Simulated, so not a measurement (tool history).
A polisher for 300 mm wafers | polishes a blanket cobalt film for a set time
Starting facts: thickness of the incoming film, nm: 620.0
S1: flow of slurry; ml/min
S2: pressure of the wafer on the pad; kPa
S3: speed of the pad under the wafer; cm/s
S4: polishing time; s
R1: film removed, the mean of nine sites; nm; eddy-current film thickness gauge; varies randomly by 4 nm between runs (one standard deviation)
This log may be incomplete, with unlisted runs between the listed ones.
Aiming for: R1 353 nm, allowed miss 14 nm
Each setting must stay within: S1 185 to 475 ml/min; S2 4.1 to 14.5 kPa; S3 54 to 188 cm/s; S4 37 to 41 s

run    day   S1    S2   S3  S4      R1
  1      0  305     9  120  41  202.07
  2  0.304  305   7.6  120  41  169.66
  3  0.475  305   7.6  110  41  155.74
  4  0.771  340   7.6  110  41  161.98
  5  0.821  340   7.6  130  41  185.15
  6  1.133  415   7.6  130  41   185.7
  7  1.242  415  10.3  134  41  265.51
  8  1.333  415    11  134  41  278.06
  9  1.379  415  11.7  134  41  302.38
 10  1.571  415  11.7  134  41  294.69
     1.833  -- head pressure recalibrated
 11  1.833  415  12.4  134  41   286.6
 12  1.929  425  13.1  136  41  312.12

4 candidate next runs follow, results not yet known. Just one meets every target within its allowed miss. Identify it.
  A  2.025  475  13.8  144  41   ?
  B  2.025  435  11.7  156  41   ?
  C  2.025  415  13.8  144  38   ?
  D  2.025  405  13.1  130  37   ?

move      R1
   A  345.44
   B  315.42
   C  317.82
   D  267.98
A: all results land within tolerance of their targets
B: nearer than the last run, and not there yet
C: nearer than the last run, and not there yet
D: moves away from the targets compared with the last run
A is the move that brings every result within its allowed miss.

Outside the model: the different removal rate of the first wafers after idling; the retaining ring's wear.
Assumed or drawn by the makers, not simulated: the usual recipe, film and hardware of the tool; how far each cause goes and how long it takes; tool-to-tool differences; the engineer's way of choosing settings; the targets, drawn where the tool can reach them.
